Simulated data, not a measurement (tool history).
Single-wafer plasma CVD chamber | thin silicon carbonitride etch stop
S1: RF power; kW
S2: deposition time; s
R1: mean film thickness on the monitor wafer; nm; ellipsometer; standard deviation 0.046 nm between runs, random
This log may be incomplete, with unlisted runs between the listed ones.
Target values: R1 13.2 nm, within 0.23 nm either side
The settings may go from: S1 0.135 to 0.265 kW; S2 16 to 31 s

run,hour,S1,S2,R1
1,0,0.2,23.5,15.203
2,7.3,0.19,23.2,14.854
3,10.4,0.185,22.9,14.625
4,18.4,0.205,22.9,14.82
5,24.8,0.205,25,16.202
6,27.8,0.23,25,16.615
7,32.2,0.2,21.2,13.588
8,34.5,0.2,21.1,13.548
9,43.2,0.2,21,13.519
10,51.2,0.2,20.9,13.525

4 candidate next runs follow, results not yet known. Just one meets every target within its allowed miss. Identify it.
A,59.2,0.21,21,?
B,59.2,0.205,20.4,?
C,59.2,0.19,21.5,?
D,59.2,0.195,21.5,?

move,R1
A,13.655
B,13.199
C,13.7
D,13.771
A: further off than the last run
B: in spec on every target
C: further off than the last run
D: further off than the last run
B meets every target.

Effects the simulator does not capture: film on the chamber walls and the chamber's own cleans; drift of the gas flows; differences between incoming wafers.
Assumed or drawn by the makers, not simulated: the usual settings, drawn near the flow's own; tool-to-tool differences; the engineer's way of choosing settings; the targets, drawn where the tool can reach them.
